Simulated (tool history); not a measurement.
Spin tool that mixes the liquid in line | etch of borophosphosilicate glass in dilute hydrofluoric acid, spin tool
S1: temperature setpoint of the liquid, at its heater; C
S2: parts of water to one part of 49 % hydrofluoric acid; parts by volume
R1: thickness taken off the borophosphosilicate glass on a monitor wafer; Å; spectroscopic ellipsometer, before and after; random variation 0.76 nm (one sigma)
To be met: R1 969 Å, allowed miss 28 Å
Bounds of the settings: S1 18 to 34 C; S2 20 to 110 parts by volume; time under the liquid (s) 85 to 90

{"run": 1, "day": 0.0, "S1": 26, "S2": 60, "time under the liquid (s)": 85, "R1": 427.18}
{"run": 2, "day": 0.042, "S1": 27.5, "S2": 55, "time under the liquid (s)": 85, "R1": 502.97}
{"run": 3, "day": 0.154, "S1": 27.5, "S2": 55, "time under the liquid (s)": 90, "R1": 527.63}
{"run": 4, "day": 0.254, "S1": 28.5, "S2": 50, "time under the liquid (s)": 90, "R1": 609.45}
{"run": 5, "day": 0.517, "S1": 28.5, "S2": 65, "time under the liquid (s)": 90, "R1": 458.47}
{"run": 6, "day": 0.746, "S1": 26.5, "S2": 65, "time under the liquid (s)": 90, "R1": 425.5}
{"run": 7, "day": 0.812, "S1": 28, "S2": 60, "time under the liquid (s)": 90, "R1": 490.87}
{"run": 8, "day": 1.012, "S1": 29, "S2": 55, "time under the liquid (s)": 90, "R1": 560.13}
{"run": 9, "day": 1.121, "S1": 30, "S2": 50, "time under the liquid (s)": 90, "R1": 636.85}
{"run": 10, "day": 1.15, "S1": 30.5, "S2": 45, "time under the liquid (s)": 90, "R1": 728.39}
{"run": 11, "day": 1.4, "S1": 30.5, "S2": 45, "time under the liquid (s)": 90, "R1": 731.91}
{"run": 12, "day": 1.762, "S1": 31, "S2": 45, "time under the liquid (s)": 90, "R1": 758.86}
{"run": 13, "day": 2.046, "S1": 31.5, "S2": 45, "time under the liquid (s)": 90, "R1": 768.47}
{"run": 14, "day": 2.15, "S1": 32, "S2": 45, "time under the liquid (s)": 90, "R1": 789.11}
{"run": 15, "day": 2.408, "S1": 32.5, "S2": 45, "time under the liquid (s)": 90, "R1": 792.02}
{"run": 16, "day": 2.471, "S1": 33, "S2": 45, "time under the liquid (s)": 90, "R1": 820.52}
{"run": 17, "day": 2.679, "S1": 33.5, "S2": 40, "time under the liquid (s)": 90, "R1": 937.65}

Which of these 5 next moves meets every target?
{"run": "A", "day": 2.888, "S1": 29, "S2": 35, "time under the liquid (s)": 90, "R1": "?"}
{"run": "B", "day": 2.888, "S1": 32.5, "S2": 40, "time under the liquid (s)": 90, "R1": "?"}
{"run": "C", "day": 2.888, "S1": 34, "S2": 40, "time under the liquid (s)": 90, "R1": "?"}
{"run": "D", "day": 2.888, "S1": 30.5, "S2": 35, "time under the liquid (s)": 85, "R1": "?"}
{"run": "E", "day": 2.888, "S1": 28.5, "S2": 35, "time under the liquid (s)": 90, "R1": "?"}

move=A R1=909.41
move=B R1=906.43
move=C R1=960.52
move=D R1=911.85
move=E R1=891.31
A: further off than the last run
B: further off than the last run
C: meets every target
D: further off than the last run
E: further off than the last run
The right move is C.
